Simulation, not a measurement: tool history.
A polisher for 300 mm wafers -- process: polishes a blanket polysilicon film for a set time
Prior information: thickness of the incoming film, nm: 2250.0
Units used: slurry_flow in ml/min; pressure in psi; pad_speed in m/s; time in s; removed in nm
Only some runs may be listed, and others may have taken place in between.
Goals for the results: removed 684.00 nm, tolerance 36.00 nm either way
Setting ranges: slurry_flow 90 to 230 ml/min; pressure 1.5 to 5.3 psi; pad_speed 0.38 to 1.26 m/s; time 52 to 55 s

run 1 hour=0.0 | slurry_flow=150 pressure=3.4 pad_speed=0.82 time=52 | removed=467.83
run 2 hour=8.6 | slurry_flow=150 pressure=2.6 pad_speed=0.82 time=52 | removed=368.36
run 3 hour=15.1 | slurry_flow=150 pressure=3.0 pad_speed=0.84 time=52 | removed=421.98
run 4 hour=20.3 | slurry_flow=150 pressure=3.3 pad_speed=0.84 time=52 | removed=466.37
run 5 hour=22.8 | slurry_flow=150 pressure=3.8 pad_speed=0.84 time=52 | removed=523.46
run 6 hour=28.6 | slurry_flow=150 pressure=4.0 pad_speed=0.84 time=52 | removed=551.51
run 7 hour=37.6 | slurry_flow=150 pressure=4.2 pad_speed=0.84 time=52 | removed=595.51
run 8 hour=40.8 | slurry_flow=150 pressure=4.3 pad_speed=0.84 time=52 | removed=597.48
run 9 hour=45.8 | slurry_flow=150 pressure=4.4 pad_speed=0.84 time=52 | removed=629.58
run 10 hour=48.2 | slurry_flow=150 pressure=4.4 pad_speed=0.84 time=52 | removed=613.04

Of the 5 settings listed for the next run, only one would bring every result within its allowed miss of target. Which one?
run A hour=50.6 | slurry_flow=175 pressure=4.8 pad_speed=0.78 time=55 | removed=?
run B hour=50.6 | slurry_flow=125 pressure=3.8 pad_speed=0.88 time=52 | removed=?
run C hour=50.6 | slurry_flow=145 pressure=4.0 pad_speed=0.82 time=53 | removed=?
run D hour=50.6 | slurry_flow=160 pressure=4.4 pad_speed=0.76 time=53 | removed=?
run E hour=50.6 | slurry_flow=160 pressure=4.1 pad_speed=0.78 time=52 | removed=?

move=A removed=677.97
move=B removed=542.49
move=C removed=557.34
move=D removed=577.36
move=E removed=542.21
A: every result lands within tolerance
B: further off than the last run
C: further off than the last run
D: further off than the last run
E: further off than the last run
Answer: A

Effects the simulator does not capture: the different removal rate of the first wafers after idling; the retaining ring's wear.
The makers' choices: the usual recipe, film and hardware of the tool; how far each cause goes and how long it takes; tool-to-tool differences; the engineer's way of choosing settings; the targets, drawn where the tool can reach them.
